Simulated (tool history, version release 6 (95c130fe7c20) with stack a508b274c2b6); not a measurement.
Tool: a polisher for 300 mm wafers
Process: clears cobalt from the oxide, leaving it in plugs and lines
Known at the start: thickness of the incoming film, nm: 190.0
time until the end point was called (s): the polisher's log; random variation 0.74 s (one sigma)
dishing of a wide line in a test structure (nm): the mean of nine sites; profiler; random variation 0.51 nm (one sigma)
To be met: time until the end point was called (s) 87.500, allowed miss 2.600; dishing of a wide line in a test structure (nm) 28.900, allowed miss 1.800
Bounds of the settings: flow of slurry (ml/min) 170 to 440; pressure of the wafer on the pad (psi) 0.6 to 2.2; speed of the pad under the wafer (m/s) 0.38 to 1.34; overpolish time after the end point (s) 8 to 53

run  hour  flow of slurry (ml/min)  pressure of the wafer on the pad (psi)  speed of the pad under the wafer (m/s)  overpolish time after the end point (s)  time until the end point was called (s)  dishing of a wide line in a test structure (nm)
  1   0.0                      280                                     1.4                                    0.86                                       27                                   59.350                                           44.858
  2   2.0                      280                                     1.3                                    0.86                                       24                                   62.111                                           39.736
  3   4.8                      280                                     1.3                                    0.86                                       35                                   61.946                                           49.653
  4  12.7                      350                                     1.3                                    0.86                                       35                                   60.972                                           47.937
  5  13.3                      355                                     1.2                                    0.86                                       31                                   64.225                                           46.232
  6  14.0                      350                                     1.1                                    0.86                                       25                                   67.996                                           41.182
  7  16.1                      345                                     1.0                                    0.86                                       20                                   71.354                                           32.972
  8  21.1                      335                                     0.9                                    0.86                                       20                                   75.297                                           31.563
  9  27.2                      330                                     0.8                                    0.86                                       21                                   81.485                                           30.802

Which of these 4 next moves meets every target?
  A  33.3                      310                                     0.9                                    0.78                                       21                                        ?                                                ?
  B  33.3                      350                                     0.6                                    0.94                                       26                                        ?                                                ?
  C  33.3                      265                                     0.7                                    0.86                                       21                                        ?                                                ?
  D  33.3                      240                                     0.9                                    0.86                                       24                                        ?                                                ?

move  time until the end point was called (s)  dishing of a wide line in a test structure (nm)
   A                                   82.507                                           31.844
   B                                   85.387                                           36.013
   C                                   87.936                                           30.441
   D                                   77.927                                           36.224
A: nearer than the last run, and not there yet
B: brings the result that was furthest off to its target, and leaves another outside
C: meets every target
D: further off than the last run
Move C is the one to make.

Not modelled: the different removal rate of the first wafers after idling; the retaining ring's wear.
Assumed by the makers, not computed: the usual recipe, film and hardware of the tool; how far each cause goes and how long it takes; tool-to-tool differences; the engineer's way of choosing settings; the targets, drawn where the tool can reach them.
